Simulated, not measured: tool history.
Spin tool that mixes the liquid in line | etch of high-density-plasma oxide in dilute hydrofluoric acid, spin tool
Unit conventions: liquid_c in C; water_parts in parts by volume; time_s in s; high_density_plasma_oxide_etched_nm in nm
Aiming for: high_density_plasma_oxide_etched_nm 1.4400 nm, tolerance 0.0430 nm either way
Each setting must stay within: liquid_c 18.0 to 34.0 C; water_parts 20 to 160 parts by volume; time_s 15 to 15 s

| run | hour | liquid_c | water_parts | time_s | high_density_plasma_oxide_etched_nm |
|---|---|---|---|---|---|
| 1 | 0.0 | 26.0 | 90 | 15 | 2.0293 |
| 2 | 4.1 | 24.5 | 90 | 15 | 1.9509 |
| 3 | 12.9 | 24.5 | 90 | 15 | 1.9434 |
| 4 | 21.3 | 24.5 | 110 | 15 | 1.5417 |
| 5 | 29.1 | 24.5 | 110 | 15 | 1.5548 |
| 6 | 30.9 | 24.5 | 130 | 15 | 1.2941 |
| 7 | 35.6 | 25.0 | 130 | 15 | 1.3214 |
| 8 | 40.5 | 25.5 | 130 | 15 | 1.3342 |
| 9 | 48.8 | 26.0 | 130 | 15 | 1.3690 |
|  | 51.8 | hydrofluoric acid flow meter replaced |
| 10 | 51.8 | 26.5 | 130 | 15 | 1.2864 |
| 11 | 54.2 | 26.5 | 125 | 15 | 1.3437 |

Consider the 4 candidate settings below. Which is the only one whose results all fall within their allowed miss of target?
| A | 56.6 | 26.0 | 125 | 15 | ? |
| B | 56.6 | 27.5 | 130 | 15 | ? |
| C | 56.6 | 24.5 | 105 | 15 | ? |
| D | 56.6 | 25.5 | 115 | 15 | ? |

| move | high_density_plasma_oxide_etched_nm |
|---|---|
| A | 1.3067 |
| B | 1.3214 |
| C | 1.5046 |
| D | 1.4107 |
A: its largest miss is bigger than the last run's
B: its largest miss is bigger than the last run's
C: carries the result that was furthest off beyond its target, to the other side
D: all results land within tolerance of their targets
So the answer is move D, the one that meets all the targets.

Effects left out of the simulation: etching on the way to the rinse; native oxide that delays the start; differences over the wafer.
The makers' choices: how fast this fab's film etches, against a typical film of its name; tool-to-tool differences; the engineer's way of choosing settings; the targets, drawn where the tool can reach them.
